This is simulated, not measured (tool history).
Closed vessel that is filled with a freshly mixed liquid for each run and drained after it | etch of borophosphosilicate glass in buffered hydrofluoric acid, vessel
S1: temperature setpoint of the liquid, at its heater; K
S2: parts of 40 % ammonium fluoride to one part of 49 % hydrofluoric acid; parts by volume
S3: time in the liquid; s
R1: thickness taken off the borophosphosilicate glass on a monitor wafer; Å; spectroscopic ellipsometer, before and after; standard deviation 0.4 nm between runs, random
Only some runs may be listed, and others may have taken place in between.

run  hour      S1    S2  S3      R1
  1   0.0  294.15  20.0  90  931.74
  2   9.1  293.15  21.0  90  857.35
  3  11.2  292.15  22.0  90  782.18
  4  16.2  291.65  22.5  90  753.00
  5  18.2  293.65  22.5  90  838.90
  6  24.2  293.65  28.0  90  709.94
  7  30.4  293.65  28.0  90  718.59

Run 8, settings as shown, results not yet in. Your forecast:
  8  32.4  293.15  28.0  90   ?

R1: 699.09 Å
